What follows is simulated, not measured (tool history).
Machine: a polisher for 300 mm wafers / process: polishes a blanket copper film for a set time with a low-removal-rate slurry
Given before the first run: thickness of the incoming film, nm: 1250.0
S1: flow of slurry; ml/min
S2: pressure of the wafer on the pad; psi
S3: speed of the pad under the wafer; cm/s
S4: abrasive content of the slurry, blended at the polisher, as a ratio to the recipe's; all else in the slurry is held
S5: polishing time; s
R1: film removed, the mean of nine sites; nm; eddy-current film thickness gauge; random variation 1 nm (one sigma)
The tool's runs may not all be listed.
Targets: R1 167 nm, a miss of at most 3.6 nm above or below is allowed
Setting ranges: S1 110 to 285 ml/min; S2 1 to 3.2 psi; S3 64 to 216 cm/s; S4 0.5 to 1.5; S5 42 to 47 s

run 1 hour=0 | S1=180 S2=2.1 S3=140 S4=1 S5=47 | R1=128.51
run 2 hour=6.2 | S1=190 S2=2.2 S3=140 S4=1 S5=47 | R1=134.51
run 3 hour=14 | S1=190 S2=2.2 S3=140 S4=1.15 S5=47 | R1=141.59
run 4 hour=16.4 | S1=190 S2=2.2 S3=140 S4=1.15 S5=47 | R1=139.1
run 5 hour=20.1 | S1=175 S2=2.2 S3=140 S4=1.15 S5=47 | R1=138.12
run 6 hour=27.2 | S1=205 S2=2.2 S3=140 S4=1.15 S5=47 | R1=141.11
run 7 hour=32.7 | S1=210 S2=2.3 S3=140 S4=1.15 S5=47 | R1=149.4
-- hour=35.3 slurry nozzle cleaned
run 8 hour=35.3 | S1=215 S2=2.3 S3=140 S4=1.15 S5=47 | R1=158.57
run 9 hour=43.9 | S1=220 S2=2.3 S3=140 S4=1.15 S5=47 | R1=156.97
run 10 hour=50.5 | S1=225 S2=2.3 S3=140 S4=1.15 S5=47 | R1=157.24
run 11 hour=59 | S1=230 S2=2.3 S3=140 S4=1.15 S5=47 | R1=158.68
run 12 hour=64.7 | S1=235 S2=2.3 S3=140 S4=1.15 S5=47 | R1=158.25
run 13 hour=67.7 | S1=240 S2=2.3 S3=140 S4=1.15 S5=47 | R1=161.11
run 14 hour=70.3 | S1=245 S2=2.3 S3=140 S4=1.15 S5=47 | R1=158.98
run 15 hour=76.5 | S1=250 S2=2.3 S3=140 S4=1.15 S5=47 | R1=159.53
run 16 hour=83.6 | S1=255 S2=2.3 S3=140 S4=1.15 S5=47 | R1=161.38
run 17 hour=90.6 | S1=260 S2=2.3 S3=140 S4=1.15 S5=47 | R1=160.17
run 18 hour=97.9 | S1=265 S2=2.3 S3=140 S4=1.15 S5=47 | R1=160.66
run 19 hour=104.7 | S1=270 S2=2.3 S3=140 S4=1.15 S5=47 | R1=160.01

Which single option among these 4 for the next run brings every result within its allowed miss of target? Just one does.
run A hour=111.5 | S1=200 S2=1.9 S3=198 S4=1 S5=47 | R1=?
run B hour=111.5 | S1=255 S2=2.3 S3=148 S4=1.2 S5=44 | R1=?
run C hour=111.5 | S1=240 S2=2.2 S3=146 S4=1.25 S5=46 | R1=?
run D hour=111.5 | S1=285 S2=2.4 S3=138 S4=1.15 S5=47 | R1=?

move=A R1=176.08
move=B R1=160.08
move=C R1=158.49
move=D R1=166.9
A: takes the biggest miss from the last run beyond its target
B: about as far from the targets as the last run
C: moves away from the targets compared with the last run
D: hits every target within its allowed miss
The move that meets every target is D.
